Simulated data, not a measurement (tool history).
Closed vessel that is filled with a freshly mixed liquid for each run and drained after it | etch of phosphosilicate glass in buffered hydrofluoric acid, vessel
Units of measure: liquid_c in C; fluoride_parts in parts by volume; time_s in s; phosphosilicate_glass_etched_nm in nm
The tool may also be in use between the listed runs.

run  hour  liquid_c  fluoride_parts  time_s  phosphosilicate_glass_etched_nm
  1     0        21              20      90                           133.15
  2     6      19.5              20      90                              122
  3   7.3      19.5            23.5      90                           109.57
  4  15.4        21            23.5      90                           119.42
  5  21.5        21            27.5      90                              107
  6  23.1      22.5            27.5      90                            115.4
  7  28.1      23.5            27.5      90                           122.66
  8  34.9      24.5            27.5      90                           129.74
  9  39.9        25            27.5      90                           133.52
 10  45.7      25.5            27.5      90                           136.57

The next listed run, before its measurement:
 11  48.4        26            27.5      90                                ?

phosphosilicate_glass_etched_nm: 140.43 nm

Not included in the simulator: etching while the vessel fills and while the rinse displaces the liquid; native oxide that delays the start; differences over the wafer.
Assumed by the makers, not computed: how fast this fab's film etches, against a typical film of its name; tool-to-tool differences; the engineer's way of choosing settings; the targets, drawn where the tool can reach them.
